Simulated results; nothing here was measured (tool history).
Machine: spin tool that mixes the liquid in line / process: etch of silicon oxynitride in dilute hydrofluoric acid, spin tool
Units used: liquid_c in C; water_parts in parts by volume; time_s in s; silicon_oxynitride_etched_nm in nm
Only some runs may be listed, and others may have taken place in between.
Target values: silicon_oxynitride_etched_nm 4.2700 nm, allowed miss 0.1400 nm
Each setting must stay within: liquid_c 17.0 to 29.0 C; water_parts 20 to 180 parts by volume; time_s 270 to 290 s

run    day  liquid_c  water_parts  time_s  silicon_oxynitride_etched_nm
  1  0.000      21.0          100     270                        5.2981
  2  0.221      21.0          100     270                        5.2539
  3  0.488      21.0           70     270                        7.7248
  4  0.638      24.0           70     270                        8.9163
  5  0.675      22.5           75     270                        7.7274
  6  0.883      22.5           75     290                        8.1765
     0.938  -- thermometer replaced
  7  0.938      22.5           75     290                        7.8594
  8  1.267      21.5           80     290                        7.0000
  9  1.542      20.5           85     290                        6.2561
 10  1.838      20.0           90     290                        5.7034

Pick the move, out of 4, that brings all results within their allowed miss; only one does.
  A  2.133      21.0           80     290                             ?
  B  2.133      18.0          100     270                             ?
  C  2.133      21.0           75     290                             ?
  D  2.133      18.5           95     270                             ?

move  silicon_oxynitride_etched_nm
   A                        6.7624
   B                        4.2815
   C                        7.2406
   D                        4.6360
A: moves away from the targets compared with the last run
B: meets every target
C: moves away from the targets compared with the last run
D: gains on the last run, yet a result remains outside its allowed miss
The right move is B.
